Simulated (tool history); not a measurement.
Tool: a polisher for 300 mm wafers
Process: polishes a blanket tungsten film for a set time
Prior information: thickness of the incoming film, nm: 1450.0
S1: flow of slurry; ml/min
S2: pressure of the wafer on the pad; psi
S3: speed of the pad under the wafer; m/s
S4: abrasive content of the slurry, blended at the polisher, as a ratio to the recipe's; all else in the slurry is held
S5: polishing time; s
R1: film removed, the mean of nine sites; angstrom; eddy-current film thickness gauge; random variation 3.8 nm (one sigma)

| run | hour | S1 | S2 | S3 | S4 | S5 | R1 |
|---|---|---|---|---|---|---|---|
| 1 | 0 | 255 | 4.5 | 1 | 1 | 110 | 5421.7 |
| 2 | 1.4 | 255 | 3.7 | 0.94 | 1 | 110 | 4294.3 |
| 3 | 7.9 | 255 | 3.7 | 0.94 | 1 | 110 | 4351 |
| 4 | 14.3 | 255 | 4.4 | 0.94 | 1 | 110 | 5057.2 |
| 5 | 17.5 | 300 | 4.4 | 0.94 | 1 | 110 | 5179.6 |
| 6 | 22.8 | 295 | 3.6 | 0.9 | 1 | 110 | 4085.9 |
| 7 | 23.3 | 295 | 3.1 | 0.88 | 1 | 110 | 3522.7 |
|  | 30.6 | slurry blender recalibrated |
| 8 | 30.6 | 295 | 2.8 | 0.88 | 1 | 110 | 3383.2 |

The next listed run, before its measurement:
| 9 | 38.9 | 295 | 2.6 | 0.86 | 1 | 110 | ? |

{"run 9": {"R1": 3065}}
